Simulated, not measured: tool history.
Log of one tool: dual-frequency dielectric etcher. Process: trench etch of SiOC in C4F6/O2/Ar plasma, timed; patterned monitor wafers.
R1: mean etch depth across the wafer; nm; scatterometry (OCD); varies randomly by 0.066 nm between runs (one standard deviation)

{"run": 1, "hour": 0.0, "source power (W)": 470, "bias power (W)": 154, "etch time (s)": 11.5, "R1": 24.454}
{"run": 2, "hour": 7.5, "source power (W)": 470, "bias power (W)": 180, "etch time (s)": 11.5, "R1": 25.584}
{"run": 3, "hour": 10.3, "source power (W)": 390, "bias power (W)": 180, "etch time (s)": 11.5, "R1": 22.675}
{"run": 4, "hour": 17.3, "source power (W)": 310, "bias power (W)": 180, "etch time (s)": 11.5, "R1": 19.013}
{"run": 5, "hour": 23.3, "source power (W)": 300, "bias power (W)": 178, "etch time (s)": 11.5, "R1": 18.408}
{"run": 6, "hour": 27.6, "source power (W)": 370, "bias power (W)": 178, "etch time (s)": 11.5, "R1": 21.814}
{"run": 7, "hour": 28.5, "source power (W)": 350, "bias power (W)": 174, "etch time (s)": 11.5, "R1": 20.728}
{"run": 8, "hour": 29.1, "source power (W)": 330, "bias power (W)": 170, "etch time (s)": 11.5, "R1": 19.571}
{"run": 9, "hour": 37.0, "source power (W)": 320, "bias power (W)": 169, "etch time (s)": 11.5, "R1": 19.07}
{"run": 10, "hour": 41.3, "source power (W)": 310, "bias power (W)": 169, "etch time (s)": 11.5, "R1": 18.56}

Predict the results of run 11:
{"run": 11, "hour": 49.1, "source power (W)": 310, "bias power (W)": 169, "etch time (s)": 11.5, "R1": "?"}

R1: 18.572 nm
